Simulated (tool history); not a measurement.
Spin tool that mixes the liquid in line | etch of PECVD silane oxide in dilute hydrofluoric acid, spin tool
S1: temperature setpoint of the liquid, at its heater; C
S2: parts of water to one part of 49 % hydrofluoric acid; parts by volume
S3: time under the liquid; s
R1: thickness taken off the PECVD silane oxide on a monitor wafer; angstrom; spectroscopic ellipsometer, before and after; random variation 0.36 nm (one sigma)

run  hour    S1   S2   S3      R1
  1     0    21  200  260  250.99
  2     7    21  155  260  341.26
  3  12.8  23.5  150  260  391.45
  4  13.5    25  145  260  436.47
  5  17.9  26.5  145  260  455.59
  6  20.5  27.5  145  260  473.63

The next listed run, before its measurement:
  7  26.6  28  145  260   ?

{"run 7": {"R1": 483.08}}

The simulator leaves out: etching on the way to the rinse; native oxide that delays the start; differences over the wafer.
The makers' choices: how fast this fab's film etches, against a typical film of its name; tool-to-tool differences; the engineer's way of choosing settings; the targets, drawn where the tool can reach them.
